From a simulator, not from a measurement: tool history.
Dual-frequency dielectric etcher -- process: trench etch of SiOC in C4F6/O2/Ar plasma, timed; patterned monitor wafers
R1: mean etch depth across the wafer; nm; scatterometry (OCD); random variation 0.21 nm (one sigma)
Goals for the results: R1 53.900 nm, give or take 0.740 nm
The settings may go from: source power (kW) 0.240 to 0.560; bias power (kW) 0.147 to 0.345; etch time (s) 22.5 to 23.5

{"run": 1, "hour": 0.0, "source power (kW)": 0.4, "bias power (kW)": 0.246, "etch time (s)": 22.5, "R1": 50.12}
{"run": 2, "hour": 8.8, "source power (kW)": 0.4, "bias power (kW)": 0.206, "etch time (s)": 22.5, "R1": 47.318}
{"run": 3, "hour": 14.2, "source power (kW)": 0.37, "bias power (kW)": 0.206, "etch time (s)": 22.5, "R1": 44.855}
{"run": 4, "hour": 15.6, "source power (kW)": 0.39, "bias power (kW)": 0.207, "etch time (s)": 22.5, "R1": 46.794}
{"run": 5, "hour": 19.6, "source power (kW)": 0.39, "bias power (kW)": 0.207, "etch time (s)": 23.5, "R1": 48.613}
{"run": 6, "hour": 25.7, "source power (kW)": 0.4, "bias power (kW)": 0.207, "etch time (s)": 23.5, "R1": 49.319}
{"run": 7, "hour": 28.5, "source power (kW)": 0.41, "bias power (kW)": 0.207, "etch time (s)": 23.5, "R1": 50.064}
{"run": 8, "hour": 34.3, "source power (kW)": 0.42, "bias power (kW)": 0.207, "etch time (s)": 23.5, "R1": 50.907}
{"run": 9, "hour": 36.6, "source power (kW)": 0.43, "bias power (kW)": 0.207, "etch time (s)": 23.5, "R1": 51.497}
{"run": 10, "hour": 44.1, "source power (kW)": 0.45, "bias power (kW)": 0.208, "etch time (s)": 23.5, "R1": 52.976}

Which of these 5 next moves meets every target?
{"run": "A", "hour": 51.6, "source power (kW)": 0.51, "bias power (kW)": 0.19, "etch time (s)": 22.5, "R1": "?"}
{"run": "B", "hour": 51.6, "source power (kW)": 0.42, "bias power (kW)": 0.235, "etch time (s)": 23.0, "R1": "?"}
{"run": "C", "hour": 51.6, "source power (kW)": 0.45, "bias power (kW)": 0.203, "etch time (s)": 23.5, "R1": "?"}
{"run": "D", "hour": 51.6, "source power (kW)": 0.43, "bias power (kW)": 0.217, "etch time (s)": 23.5, "R1": "?"}
{"run": "E", "hour": 51.6, "source power (kW)": 0.49, "bias power (kW)": 0.213, "etch time (s)": 23.0, "R1": "?"}

move=A R1=52.208
move=B R1=51.821
move=C R1=52.276
move=D R1=52.192
move=E R1=54.270
A: the biggest miss grows against the last run
B: the biggest miss grows against the last run
C: the biggest miss grows against the last run
D: the biggest miss grows against the last run
E: in spec on every target
The move that meets every target is E.
